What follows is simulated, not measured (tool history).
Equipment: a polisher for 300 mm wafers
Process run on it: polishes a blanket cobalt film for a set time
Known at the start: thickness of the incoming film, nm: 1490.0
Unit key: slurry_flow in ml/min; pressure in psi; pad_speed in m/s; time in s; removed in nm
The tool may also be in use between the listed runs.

| run | day | slurry_flow | pressure | pad_speed | time | removed |
|---|---|---|---|---|---|---|
| 1 | 0.000 | 205 | 1.6 | 0.88 | 53 | 171.98 |
| 2 | 0.171 | 205 | 1.6 | 0.88 | 53 | 171.66 |
| 3 | 0.279 | 205 | 1.6 | 0.96 | 53 | 190.03 |
| 4 | 0.646 | 250 | 1.6 | 0.96 | 53 | 196.76 |
| 5 | 0.846 | 235 | 1.4 | 0.96 | 53 | 174.45 |
| 6 | 1.025 | 220 | 1.2 | 0.96 | 53 | 158.06 |

Forecast run 7:
| 7 | 1.242 | 210 | 1.1 | 0.96 | 53 | ? |

{"run 7": {"removed": 146.84}}
